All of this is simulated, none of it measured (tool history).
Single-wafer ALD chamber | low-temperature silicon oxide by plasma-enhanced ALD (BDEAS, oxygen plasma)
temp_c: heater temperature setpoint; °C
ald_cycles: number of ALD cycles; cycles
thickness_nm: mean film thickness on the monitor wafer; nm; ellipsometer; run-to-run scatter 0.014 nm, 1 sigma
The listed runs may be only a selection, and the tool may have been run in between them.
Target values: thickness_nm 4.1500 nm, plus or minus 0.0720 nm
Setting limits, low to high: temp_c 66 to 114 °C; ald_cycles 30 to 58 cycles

Run 1, hour 0.0: temp_c 90 °C, ald_cycles 44 cycles. Result: thickness_nm 5.9431 nm.
Run 2, hour 4.5: temp_c 95 °C, ald_cycles 44 cycles. Result: thickness_nm 5.8259 nm.
Run 3, hour 6.9: temp_c 97 °C, ald_cycles 43 cycles. Result: thickness_nm 5.6802 nm.
Run 4, hour 10.3: temp_c 98 °C, ald_cycles 42 cycles. Result: thickness_nm 5.4878 nm.
Run 5, hour 12.1: temp_c 91 °C, ald_cycles 42 cycles. Result: thickness_nm 5.6779 nm.
Run 6, hour 17.8: temp_c 91 °C, ald_cycles 45 cycles. Result: thickness_nm 6.0392 nm.
Run 7, hour 18.5: temp_c 93 °C, ald_cycles 43 cycles. Result: thickness_nm 5.7397 nm.
Run 8, hour 20.6: temp_c 95 °C, ald_cycles 42 cycles. Result: thickness_nm 5.5819 nm.
Run 9, hour 23.3: temp_c 97 °C, ald_cycles 41 cycles. Result: thickness_nm 5.3927 nm.
Run 10, hour 26.7: temp_c 109 °C, ald_cycles 34 cycles. Result: thickness_nm 4.4038 nm.
At hour 27.9: thermocouple changed; heater temperature recalibrated.
Run 11, hour 27.9: temp_c 112 °C, ald_cycles 31 cycles. Result: thickness_nm 4.0088 nm.
Run 12, hour 33.8: temp_c 112 °C, ald_cycles 31 cycles. Result: thickness_nm 4.0169 nm.

Exercise: of the 4 proposed moves below, exactly one satisfies all targets within the stated allowed misses. Which move is it?
Run A, hour 39.7: temp_c 88 °C, ald_cycles 32 cycles. Result: thickness_nm ?.
Run B, hour 39.7: temp_c 107 °C, ald_cycles 32 cycles. Result: thickness_nm ?.
Run C, hour 39.7: temp_c 110 °C, ald_cycles 31 cycles. Result: thickness_nm ?.
Run D, hour 39.7: temp_c 114 °C, ald_cycles 31 cycles. Result: thickness_nm ?.

move  thickness_nm
   A        4.3711
   B        4.1438
   C        3.9933
   D        3.9653
A: pushes the last run's worst result past its target
B: all results in spec
C: moves away from the targets compared with the last run
D: moves away from the targets compared with the last run
B is the move that brings every result within its allowed miss.

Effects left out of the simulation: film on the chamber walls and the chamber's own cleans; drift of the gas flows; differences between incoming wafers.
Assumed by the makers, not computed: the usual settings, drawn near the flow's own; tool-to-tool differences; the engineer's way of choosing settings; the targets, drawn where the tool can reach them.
